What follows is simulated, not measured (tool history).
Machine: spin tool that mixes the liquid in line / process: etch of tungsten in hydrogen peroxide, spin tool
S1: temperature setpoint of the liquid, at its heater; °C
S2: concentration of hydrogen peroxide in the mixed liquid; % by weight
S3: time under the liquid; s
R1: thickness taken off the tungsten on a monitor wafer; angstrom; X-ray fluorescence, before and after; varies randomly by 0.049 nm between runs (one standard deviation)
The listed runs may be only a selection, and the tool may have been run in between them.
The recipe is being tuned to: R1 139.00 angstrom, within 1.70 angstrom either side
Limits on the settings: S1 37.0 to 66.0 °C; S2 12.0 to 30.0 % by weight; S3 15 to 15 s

Run 1, hour 0.0: S1 53.0 °C, S2 21.0 % by weight, S3 15 s. Result: R1 264.53 angstrom.
Run 2, hour 8.5: S1 53.0 °C, S2 21.0 % by weight, S3 15 s. Result: R1 265.05 angstrom.
Run 3, hour 14.0: S1 53.0 °C, S2 21.0 % by weight, S3 15 s. Result: R1 264.06 angstrom.
Run 4, hour 19.1: S1 53.0 °C, S2 21.0 % by weight, S3 15 s. Result: R1 265.03 angstrom.
Run 5, hour 27.4: S1 51.0 °C, S2 21.0 % by weight, S3 15 s. Result: R1 235.79 angstrom.
Run 6, hour 32.4: S1 46.5 °C, S2 21.0 % by weight, S3 15 s. Result: R1 178.48 angstrom.
Run 7, hour 40.0: S1 46.5 °C, S2 21.0 % by weight, S3 15 s. Result: R1 178.70 angstrom.
Run 8, hour 46.4: S1 45.5 °C, S2 21.0 % by weight, S3 15 s. Result: R1 165.98 angstrom.
Run 9, hour 50.9: S1 45.5 °C, S2 21.0 % by weight, S3 15 s. Result: R1 167.42 angstrom.
Run 10, hour 54.1: S1 45.0 °C, S2 21.0 % by weight, S3 15 s. Result: R1 162.16 angstrom.
Run 11, hour 60.3: S1 44.5 °C, S2 21.0 % by weight, S3 15 s. Result: R1 157.70 angstrom.
Run 12, hour 60.8: S1 44.0 °C, S2 21.0 % by weight, S3 15 s. Result: R1 151.48 angstrom.
Run 13, hour 63.4: S1 44.0 °C, S2 21.0 % by weight, S3 15 s. Result: R1 152.41 angstrom.
Run 14, hour 72.0: S1 43.5 °C, S2 21.0 % by weight, S3 15 s. Result: R1 146.98 angstrom.
Run 15, hour 76.1: S1 43.0 °C, S2 21.0 % by weight, S3 15 s. Result: R1 143.33 angstrom.

4 next moves are on the table. One of them brings every result within its allowed miss. Which?
Run A, hour 80.2: S1 43.5 °C, S2 21.0 % by weight, S3 15 s. Result: R1 ?.
Run B, hour 80.2: S1 43.5 °C, S2 18.5 % by weight, S3 15 s. Result: R1 ?.
Run C, hour 80.2: S1 43.5 °C, S2 21.5 % by weight, S3 15 s. Result: R1 ?.
Run D, hour 80.2: S1 44.0 °C, S2 19.0 % by weight, S3 15 s. Result: R1 ?.

move      R1
   A  146.42
   B  137.42
   C  148.15
   D  143.77
A: further off than the last run
B: in spec on every target
C: further off than the last run
D: further off than the last run
So the answer is move B, the one that meets all the targets.
